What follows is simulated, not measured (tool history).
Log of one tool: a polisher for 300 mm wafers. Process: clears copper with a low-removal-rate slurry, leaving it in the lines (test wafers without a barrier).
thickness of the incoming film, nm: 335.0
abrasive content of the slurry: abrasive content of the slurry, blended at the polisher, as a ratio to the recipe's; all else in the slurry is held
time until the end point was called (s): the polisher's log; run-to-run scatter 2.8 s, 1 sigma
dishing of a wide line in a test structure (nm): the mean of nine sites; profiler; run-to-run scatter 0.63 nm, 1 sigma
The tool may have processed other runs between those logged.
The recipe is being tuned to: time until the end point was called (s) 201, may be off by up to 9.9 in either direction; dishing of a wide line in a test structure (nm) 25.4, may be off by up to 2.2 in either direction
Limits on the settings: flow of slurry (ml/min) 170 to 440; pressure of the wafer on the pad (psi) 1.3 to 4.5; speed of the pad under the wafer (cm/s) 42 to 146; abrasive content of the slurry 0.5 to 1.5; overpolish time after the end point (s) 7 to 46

run  hour  flow of slurry (ml/min)  pressure of the wafer on the pad (psi)  speed of the pad under the wafer (cm/s)  abrasive content of the slurry  overpolish time after the end point (s)  time until the end point was called (s)  dishing of a wide line in a test structure (nm)
  1     0                      280                                     2.9                                       94                               1                                       24                                    112.6                                           31.304
  2   4.4                      280                                     2.9                                      104                               1                                       24                                   105.95                                           32.678
  3  12.1                      280                                     2.9                                      120                               1                                       24                                   92.822                                           34.089
  4    13                      210                                     2.9                                      120                               1                                       24                                    94.03                                            33.97
  5  16.9                      210                                     2.9                                      134                               1                                       24                                   83.809                                           34.742
  6    24                      170                                     2.9                                      134                               1                                       24                                   85.308                                           35.889
     30.7  -- head pressure recalibrated
  7  30.7                      170                                     2.1                                      108                            0.95                                       33                                   165.48                                           30.052
  8  38.3                      170                                     1.5                                      106                            0.95                                       31                                    226.4                                           21.842

Of the 5 settings listed for the next run, only one would bring every result within its allowed miss of target. Which one?
  A  45.9                      175                                     1.6                                      122                            0.95                                       20                                        ?                                                ?
  B  45.9                      220                                     1.7                                      100                            1.05                                       34                                        ?                                                ?
  C  45.9                      200                                     1.9                                      116                            0.55                                       25                                        ?                                                ?
  D  45.9                      200                                     1.5                                      116                            0.95                                       26                                        ?                                                ?
  E  45.9                      180                                     1.5                                      136                            0.95                                       19                                        ?                                                ?

move  time until the end point was called (s)  dishing of a wide line in a test structure (nm)
   A                                   185.64                                           18.687
   B                                   201.31                                           25.285
   C                                   199.46                                           21.024
   D                                   204.36                                           20.899
   E                                   176.89                                           18.571
A: pushes the last run's worst result past its target
B: all results land within tolerance of their targets
C: brings the result that was furthest off to its target, and leaves another outside
D: brings the result that was furthest off to its target, and leaves another outside
E: pushes the last run's worst result past its target
The move that meets every target is B.

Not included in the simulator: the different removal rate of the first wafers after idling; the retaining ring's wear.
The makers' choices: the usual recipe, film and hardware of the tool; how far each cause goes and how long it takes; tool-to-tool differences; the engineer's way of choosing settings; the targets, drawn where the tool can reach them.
